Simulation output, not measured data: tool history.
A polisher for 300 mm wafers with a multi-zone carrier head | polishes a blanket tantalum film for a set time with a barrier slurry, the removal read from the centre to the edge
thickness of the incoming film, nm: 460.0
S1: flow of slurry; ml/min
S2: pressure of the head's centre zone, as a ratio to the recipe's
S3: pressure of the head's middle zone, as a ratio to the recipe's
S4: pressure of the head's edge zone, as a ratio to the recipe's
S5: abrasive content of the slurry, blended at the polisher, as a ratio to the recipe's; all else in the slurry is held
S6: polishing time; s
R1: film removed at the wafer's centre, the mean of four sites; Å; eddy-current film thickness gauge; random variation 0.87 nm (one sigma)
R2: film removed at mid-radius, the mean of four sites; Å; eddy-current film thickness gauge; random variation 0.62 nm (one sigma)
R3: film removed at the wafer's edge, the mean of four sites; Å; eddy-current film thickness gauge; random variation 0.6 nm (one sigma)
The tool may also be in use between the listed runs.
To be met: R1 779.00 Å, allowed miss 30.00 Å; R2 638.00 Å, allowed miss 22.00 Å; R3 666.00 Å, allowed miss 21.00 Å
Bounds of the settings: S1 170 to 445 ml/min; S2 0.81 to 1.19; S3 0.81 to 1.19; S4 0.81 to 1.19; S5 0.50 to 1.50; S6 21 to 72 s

run	hour	S1	S2	S3	S4	S5	S6	R1	R2	R3
1	0.0	285	1.00	1.00	1.00	1.00	46	786.79	810.96	755.61
2	3.5	285	1.01	0.98	0.99	1.00	46	781.54	793.67	746.04
3	10.2	285	1.02	0.96	0.98	1.00	46	799.46	781.54	747.56
4	11.4	230	1.02	0.96	0.98	1.00	46	775.70	767.74	743.92
5	17.2	230	1.08	0.96	0.98	1.00	46	823.43	774.37	730.16
6	24.9	230	1.08	0.96	0.98	1.00	37	658.49	614.69	588.31
# hour 32.8: edge zone pressure recalibrated
7	32.8	235	1.09	0.96	1.00	1.00	37	673.57	615.27	623.48
8	38.5	240	1.10	0.96	1.00	1.00	37	673.70	626.09	611.64
9	42.0	245	1.11	0.95	1.00	1.00	37	676.54	608.88	611.32

5 next moves are on the table. One of them brings every result within its allowed miss. Which?
A	45.5	265	1.06	0.93	1.11	0.95	39	?	?	?
B	45.5	260	1.19	0.83	0.99	0.95	39	?	?	?
C	45.5	270	0.88	0.83	1.19	1.40	37	?	?	?
D	45.5	255	1.19	0.92	1.04	0.95	40	?	?	?
E	45.5	225	0.92	0.89	1.19	1.35	35	?	?	?

move	R1	R2	R3
A	694.98	633.55	674.88
B	771.55	575.35	645.96
C	600.35	591.59	712.10
D	790.14	641.18	673.08
E	575.58	577.69	659.20
A: nearer than the last run, and not there yet
B: brings the result that was furthest off to its target, and leaves another outside
C: further off than the last run
D: meets every target
E: further off than the last run
The right move is D.
